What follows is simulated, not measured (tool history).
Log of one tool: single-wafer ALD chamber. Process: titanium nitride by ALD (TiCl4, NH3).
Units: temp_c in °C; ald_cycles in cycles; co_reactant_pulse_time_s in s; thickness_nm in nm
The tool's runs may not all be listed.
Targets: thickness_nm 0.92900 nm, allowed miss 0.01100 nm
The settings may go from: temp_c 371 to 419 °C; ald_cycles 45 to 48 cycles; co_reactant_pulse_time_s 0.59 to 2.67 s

run 1 hour=0.0 | temp_c=395 ald_cycles=48 co_reactant_pulse_time_s=1.63 | thickness_nm=1.01670
run 2 hour=5.3 | temp_c=393 ald_cycles=48 co_reactant_pulse_time_s=1.53 | thickness_nm=1.00500
run 3 hour=6.5 | temp_c=393 ald_cycles=48 co_reactant_pulse_time_s=1.34 | thickness_nm=1.00030
run 4 hour=8.6 | temp_c=387 ald_cycles=48 co_reactant_pulse_time_s=1.34 | thickness_nm=0.98989
run 5 hour=12.1 | temp_c=387 ald_cycles=48 co_reactant_pulse_time_s=1.74 | thickness_nm=1.01200
run 6 hour=14.4 | temp_c=386 ald_cycles=48 co_reactant_pulse_time_s=1.67 | thickness_nm=1.00580
run 7 hour=15.9 | temp_c=385 ald_cycles=48 co_reactant_pulse_time_s=1.62 | thickness_nm=1.00310
run 8 hour=17.0 | temp_c=384 ald_cycles=48 co_reactant_pulse_time_s=1.57 | thickness_nm=1.00180
run 9 hour=18.3 | temp_c=383 ald_cycles=48 co_reactant_pulse_time_s=1.51 | thickness_nm=0.99914
run 10 hour=20.2 | temp_c=382 ald_cycles=48 co_reactant_pulse_time_s=1.45 | thickness_nm=0.98974
run 11 hour=25.1 | temp_c=382 ald_cycles=48 co_reactant_pulse_time_s=1.43 | thickness_nm=0.99124
run 12 hour=26.9 | temp_c=382 ald_cycles=48 co_reactant_pulse_time_s=1.40 | thickness_nm=0.98973
run 13 hour=29.3 | temp_c=382 ald_cycles=48 co_reactant_pulse_time_s=1.40 | thickness_nm=0.99141
run 14 hour=33.4 | temp_c=382 ald_cycles=48 co_reactant_pulse_time_s=1.36 | thickness_nm=0.98769
run 15 hour=37.0 | temp_c=382 ald_cycles=48 co_reactant_pulse_time_s=1.33 | thickness_nm=0.98553
run 16 hour=46.0 | temp_c=382 ald_cycles=48 co_reactant_pulse_time_s=1.31 | thickness_nm=0.97972
run 17 hour=50.2 | temp_c=382 ald_cycles=48 co_reactant_pulse_time_s=1.30 | thickness_nm=0.98584
run 18 hour=57.3 | temp_c=375 ald_cycles=45 co_reactant_pulse_time_s=0.97 | thickness_nm=0.88220

Which of these 4 next moves meets every target?
run A hour=64.4 | temp_c=389 ald_cycles=48 co_reactant_pulse_time_s=0.93 | thickness_nm=?
run B hour=64.4 | temp_c=374 ald_cycles=45 co_reactant_pulse_time_s=0.77 | thickness_nm=?
run C hour=64.4 | temp_c=377 ald_cycles=47 co_reactant_pulse_time_s=1.02 | thickness_nm=?
run D hour=64.4 | temp_c=388 ald_cycles=45 co_reactant_pulse_time_s=0.63 | thickness_nm=?

move=A thickness_nm=0.95759
move=B thickness_nm=0.84239
move=C thickness_nm=0.92939
move=D thickness_nm=0.83424
A: takes the result that was furthest off past its target
B: further off than the last run
C: meets every target
D: further off than the last run
Move C is the one to make.
